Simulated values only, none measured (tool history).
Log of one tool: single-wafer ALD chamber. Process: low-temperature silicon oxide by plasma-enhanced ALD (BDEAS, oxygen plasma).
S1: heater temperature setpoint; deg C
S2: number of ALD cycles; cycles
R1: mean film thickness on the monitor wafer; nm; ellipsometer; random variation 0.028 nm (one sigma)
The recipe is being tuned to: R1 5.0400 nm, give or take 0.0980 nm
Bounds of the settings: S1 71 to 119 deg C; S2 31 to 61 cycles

{"run": 1, "day": 0.0, "S1": 95, "S2": 46, "R1": 6.3427}
{"run": 2, "day": 0.321, "S1": 95, "S2": 53, "R1": 7.3586}
{"run": 3, "day": 0.521, "S1": 95, "S2": 58, "R1": 8.0983}
{"run": 4, "day": 0.629, "S1": 95, "S2": 52, "R1": 7.1481}
{"run": 5, "day": 0.921, "S1": 95, "S2": 48, "R1": 6.671}
{"run": 6, "day": 1.271, "S1": 97, "S2": 47, "R1": 6.4953}
{"run": 7, "day": 1.592, "S1": 98, "S2": 46, "R1": 6.32}
{"run": 8, "day": 1.683, "S1": 99, "S2": 45, "R1": 6.1573}

Below are 5 possible settings for the next run. Only one of them brings all results inside the allowed miss of their targets. Which is it?
{"run": "A", "day": 1.775, "S1": 95, "S2": 55, "R1": "?"}
{"run": "B", "day": 1.775, "S1": 93, "S2": 53, "R1": "?"}
{"run": "C", "day": 1.775, "S1": 113, "S2": 38, "R1": "?"}
{"run": "D", "day": 1.775, "S1": 97, "S2": 57, "R1": "?"}
{"run": "E", "day": 1.775, "S1": 98, "S2": 54, "R1": "?"}

move=A R1=7.5984
move=B R1=7.3812
move=C R1=5.0122
move=D R1=7.8110
move=E R1=7.3697
A: the biggest miss grows against the last run
B: the biggest miss grows against the last run
C: in spec on every target
D: the biggest miss grows against the last run
E: the biggest miss grows against the last run
So the answer is move C, the one that meets all the targets.
